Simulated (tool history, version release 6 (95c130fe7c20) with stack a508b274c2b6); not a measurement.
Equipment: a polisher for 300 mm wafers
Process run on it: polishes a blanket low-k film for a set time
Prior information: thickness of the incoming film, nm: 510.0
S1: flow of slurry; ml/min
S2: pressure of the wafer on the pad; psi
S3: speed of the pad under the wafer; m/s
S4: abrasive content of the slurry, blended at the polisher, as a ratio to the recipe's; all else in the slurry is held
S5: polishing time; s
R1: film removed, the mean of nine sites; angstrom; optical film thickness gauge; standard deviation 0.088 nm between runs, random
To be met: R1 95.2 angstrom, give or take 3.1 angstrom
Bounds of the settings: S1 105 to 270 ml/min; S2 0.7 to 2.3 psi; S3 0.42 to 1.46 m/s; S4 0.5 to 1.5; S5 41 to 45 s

run 1 hour=0 | S1=175 S2=1.5 S3=0.94 S4=1 S5=45 | R1=126.08
run 2 hour=6 | S1=170 S2=1.4 S3=0.94 S4=1 S5=45 | R1=118.6
run 3 hour=11.5 | S1=170 S2=1.3 S3=0.94 S4=1 S5=45 | R1=110.43
run 4 hour=13.5 | S1=150 S2=1.3 S3=0.94 S4=1 S5=45 | R1=107.61
run 5 hour=16 | S1=150 S2=1.6 S3=0.94 S4=1 S5=45 | R1=132.77
run 6 hour=17.8 | S1=150 S2=1.5 S3=0.94 S4=1 S5=45 | R1=123.5
run 7 hour=20.3 | S1=145 S2=1.4 S3=0.94 S4=1 S5=45 | R1=114.8
run 8 hour=26 | S1=140 S2=1.3 S3=0.94 S4=1 S5=45 | R1=104.46
run 9 hour=34.2 | S1=135 S2=1.3 S3=0.94 S4=1 S5=45 | R1=104.88
run 10 hour=39.3 | S1=130 S2=1.3 S3=0.94 S4=1 S5=45 | R1=104
run 11 hour=42.6 | S1=125 S2=1.3 S3=0.94 S4=1 S5=45 | R1=103.39
run 12 hour=44.2 | S1=120 S2=1.3 S3=0.94 S4=1 S5=45 | R1=101.44
run 13 hour=48.1 | S1=115 S2=1.3 S3=0.94 S4=1 S5=45 | R1=101.8
run 14 hour=53.5 | S1=110 S2=1.3 S3=0.94 S4=1 S5=45 | R1=98.899
run 15 hour=55.5 | S1=105 S2=1.2 S3=0.94 S4=1 S5=45 | R1=92.185

Consider the 5 candidate settings below. Which is the only one whose results all fall within their allowed miss of target?
run A hour=57.5 | S1=105 S2=1.2 S3=0.94 S4=0.9 S5=44 | R1=?
run B hour=57.5 | S1=155 S2=1.1 S3=1.02 S4=1.1 S5=41 | R1=?
run C hour=57.5 | S1=120 S2=1.3 S3=0.94 S4=1 S5=42 | R1=?
run D hour=57.5 | S1=155 S2=1.1 S3=1.04 S4=0.9 S5=41 | R1=?
run E hour=57.5 | S1=115 S2=1.1 S3=1.06 S4=0.95 S5=44 | R1=?

move=A R1=86.061
move=B R1=90.036
move=C R1=94.985
move=D R1=85.368
move=E R1=88.553
A: moves away from the targets compared with the last run
B: moves away from the targets compared with the last run
C: all results in spec
D: moves away from the targets compared with the last run
E: moves away from the targets compared with the last run
Correct choice: C, which meets every target

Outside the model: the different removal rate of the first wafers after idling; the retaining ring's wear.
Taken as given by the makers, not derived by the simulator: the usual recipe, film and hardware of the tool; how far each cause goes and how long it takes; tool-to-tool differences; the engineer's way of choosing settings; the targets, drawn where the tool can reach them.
